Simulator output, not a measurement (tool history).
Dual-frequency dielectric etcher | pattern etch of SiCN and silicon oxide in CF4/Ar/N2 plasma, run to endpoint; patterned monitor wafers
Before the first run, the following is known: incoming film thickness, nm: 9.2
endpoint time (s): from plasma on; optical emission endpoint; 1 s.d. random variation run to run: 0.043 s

| run | hour | source power (kW) | bias power (kW) | Ar flow (sccm) | CF4 flow (sccm) | endpoint time (s) |
|---|---|---|---|---|---|---|
| 1 | 0 | 0.52 | 0.094 | 96 | 69 | 8.7505 |
| 2 | 6.9 | 0.52 | 0.094 | 84 | 69 | 8.6729 |
| 3 | 12.6 | 0.44 | 0.094 | 84 | 69 | 10.237 |
| 4 | 15.1 | 0.48 | 0.095 | 84 | 69 | 9.3499 |
| 5 | 23.5 | 0.53 | 0.095 | 84 | 69 | 8.4149 |
| 6 | 30.2 | 0.45 | 0.095 | 84 | 69 | 9.976 |

For run 7, what comes out?
| 7 | 35.7 | 0.49 | 0.096 | 84 | 69 | ? |

endpoint time (s): 9.0129
